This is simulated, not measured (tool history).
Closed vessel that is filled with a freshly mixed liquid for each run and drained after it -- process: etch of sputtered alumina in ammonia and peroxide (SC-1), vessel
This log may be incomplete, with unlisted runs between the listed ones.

run	hour	temperature setpoint of the liquid (°C)	parts of 29 % ammonia solution to one part of 30 % peroxide (parts by volume)	time in the liquid (s)	thickness taken off the sputtered alumina on a monitor wafer (nm)
1	0	58	0.75	135	8.7462
2	4.8	56.5	0.75	135	8.064
3	7.3	56.5	0.95	135	8.2262
4	15.2	55	0.95	135	7.5513
5	17.2	52.5	0.95	135	6.6379
6	26.4	52	0.95	135	6.4662

Predict the results of run 7:
7	30.1	51.5	0.95	135	?

{"run 7": {"thickness taken off the sputtered alumina on a monitor wafer (nm)": 6.2673}}
